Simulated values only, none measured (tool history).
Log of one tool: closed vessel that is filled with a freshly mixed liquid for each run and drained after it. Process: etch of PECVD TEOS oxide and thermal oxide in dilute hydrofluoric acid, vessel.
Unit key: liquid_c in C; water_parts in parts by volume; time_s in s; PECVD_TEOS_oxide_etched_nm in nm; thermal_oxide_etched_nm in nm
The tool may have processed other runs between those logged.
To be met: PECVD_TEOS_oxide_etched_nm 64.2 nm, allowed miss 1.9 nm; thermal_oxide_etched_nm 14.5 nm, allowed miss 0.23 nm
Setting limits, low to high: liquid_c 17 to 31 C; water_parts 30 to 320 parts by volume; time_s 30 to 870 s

{"run": 1, "hour": 0.0, "liquid_c": 23, "water_parts": 175, "time_s": 445, "PECVD_TEOS_oxide_etched_nm": 45.54, "thermal_oxide_etched_nm": 10.34}
{"run": 2, "hour": 5.3, "liquid_c": 23, "water_parts": 175, "time_s": 530, "PECVD_TEOS_oxide_etched_nm": 54.647, "thermal_oxide_etched_nm": 12.373}
{"run": 3, "hour": 13.9, "liquid_c": 23, "water_parts": 145, "time_s": 530, "PECVD_TEOS_oxide_etched_nm": 68.396, "thermal_oxide_etched_nm": 15.35}
{"run": 4, "hour": 15.8, "liquid_c": 23, "water_parts": 145, "time_s": 430, "PECVD_TEOS_oxide_etched_nm": 54.607, "thermal_oxide_etched_nm": 12.453}
{"run": 5, "hour": 16.7, "liquid_c": 24, "water_parts": 145, "time_s": 430, "PECVD_TEOS_oxide_etched_nm": 57.869, "thermal_oxide_etched_nm": 12.917}
{"run": 6, "hour": 22.0, "liquid_c": 24.5, "water_parts": 145, "time_s": 430, "PECVD_TEOS_oxide_etched_nm": 58.75, "thermal_oxide_etched_nm": 13.266}
{"run": 7, "hour": 26.1, "liquid_c": 25, "water_parts": 145, "time_s": 430, "PECVD_TEOS_oxide_etched_nm": 59.581, "thermal_oxide_etched_nm": 13.491}
{"run": 8, "hour": 32.3, "liquid_c": 25, "water_parts": 145, "time_s": 430, "PECVD_TEOS_oxide_etched_nm": 59.4, "thermal_oxide_etched_nm": 13.577}
{"run": 9, "hour": 36.9, "liquid_c": 25.5, "water_parts": 145, "time_s": 430, "PECVD_TEOS_oxide_etched_nm": 60.692, "thermal_oxide_etched_nm": 13.739}
{"run": 10, "hour": 40.6, "liquid_c": 26, "water_parts": 145, "time_s": 430, "PECVD_TEOS_oxide_etched_nm": 61.922, "thermal_oxide_etched_nm": 13.962}
{"run": 11, "hour": 44.5, "liquid_c": 26, "water_parts": 145, "time_s": 430, "PECVD_TEOS_oxide_etched_nm": 62.492, "thermal_oxide_etched_nm": 14.06}
{"run": 12, "hour": 52.4, "liquid_c": 26.5, "water_parts": 145, "time_s": 430, "PECVD_TEOS_oxide_etched_nm": 63.783, "thermal_oxide_etched_nm": 14.21}

Exactly one of the 4 candidate moves below puts every result within its allowed miss. Which one?
{"run": "A", "hour": 60.3, "liquid_c": 28.5, "water_parts": 195, "time_s": 565, "PECVD_TEOS_oxide_etched_nm": "?", "thermal_oxide_etched_nm": "?"}
{"run": "B", "hour": 60.3, "liquid_c": 26, "water_parts": 115, "time_s": 340, "PECVD_TEOS_oxide_etched_nm": "?", "thermal_oxide_etched_nm": "?"}
{"run": "C", "hour": 60.3, "liquid_c": 24.5, "water_parts": 125, "time_s": 385, "PECVD_TEOS_oxide_etched_nm": "?", "thermal_oxide_etched_nm": "?"}
{"run": "D", "hour": 60.3, "liquid_c": 26, "water_parts": 90, "time_s": 245, "PECVD_TEOS_oxide_etched_nm": "?", "thermal_oxide_etched_nm": "?"}

move=A PECVD_TEOS_oxide_etched_nm=62.474 thermal_oxide_etched_nm=13.959
move=B PECVD_TEOS_oxide_etched_nm=64.12 thermal_oxide_etched_nm=14.327
move=C PECVD_TEOS_oxide_etched_nm=62.273 thermal_oxide_etched_nm=13.914
move=D PECVD_TEOS_oxide_etched_nm=60.963 thermal_oxide_etched_nm=13.621
A: misses by more than the last run did
B: every result lands within tolerance
C: misses by more than the last run did
D: misses by more than the last run did
Go with B: it meets all targets.

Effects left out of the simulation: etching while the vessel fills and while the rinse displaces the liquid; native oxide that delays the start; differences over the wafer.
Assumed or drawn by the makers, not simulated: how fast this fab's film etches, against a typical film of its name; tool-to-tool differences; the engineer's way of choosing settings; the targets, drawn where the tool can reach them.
